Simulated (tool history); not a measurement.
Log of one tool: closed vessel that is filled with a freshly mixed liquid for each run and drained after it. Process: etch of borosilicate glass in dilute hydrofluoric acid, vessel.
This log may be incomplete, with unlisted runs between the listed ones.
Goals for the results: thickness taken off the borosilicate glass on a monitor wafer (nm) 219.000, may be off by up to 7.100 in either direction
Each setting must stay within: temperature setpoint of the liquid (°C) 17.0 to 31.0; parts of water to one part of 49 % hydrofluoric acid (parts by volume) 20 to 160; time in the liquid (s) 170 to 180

run,hour,temperature setpoint of the liquid (°C),parts of water to one part of 49 % hydrofluoric acid (parts by volume),time in the liquid (s),thickness taken off the borosilicate glass on a monitor wafer (nm)
1,0.0,23.0,90,170,80.642
2,1.0,24.0,85,170,91.310
3,8.4,24.0,105,170,72.194
4,16.6,22.5,105,170,68.124
# hour 21.9: hydrofluoric acid flow meter replaced
5,21.9,23.5,95,170,70.073
6,23.6,24.5,85,170,82.526
7,27.9,28.5,50,170,171.700
8,36.3,28.5,50,170,173.870
9,40.5,31.0,35,170,279.920
10,47.6,30.5,35,170,277.630
11,50.7,30.0,35,170,262.690
12,56.3,29.5,35,170,261.970
13,57.9,29.0,35,170,258.600
14,62.7,28.5,35,170,250.550
15,67.9,28.0,35,170,249.620
16,68.8,27.5,35,170,241.230
17,71.8,27.0,35,170,241.670
18,80.0,26.5,35,170,232.670

Exactly one of the 4 candidate moves below puts every result within its allowed miss. Which one?
A,88.2,24.5,35,175,?
B,88.2,29.5,40,175,?
C,88.2,27.0,35,175,?
D,88.2,26.5,35,180,?

move,thickness taken off the borosilicate glass on a monitor wafer (nm)
A,221.930
B,236.230
C,245.960
D,247.880
A: all results in spec
B: lands further from the targets than the last run did
C: lands further from the targets than the last run did
D: lands further from the targets than the last run did
Move A is the one to make.
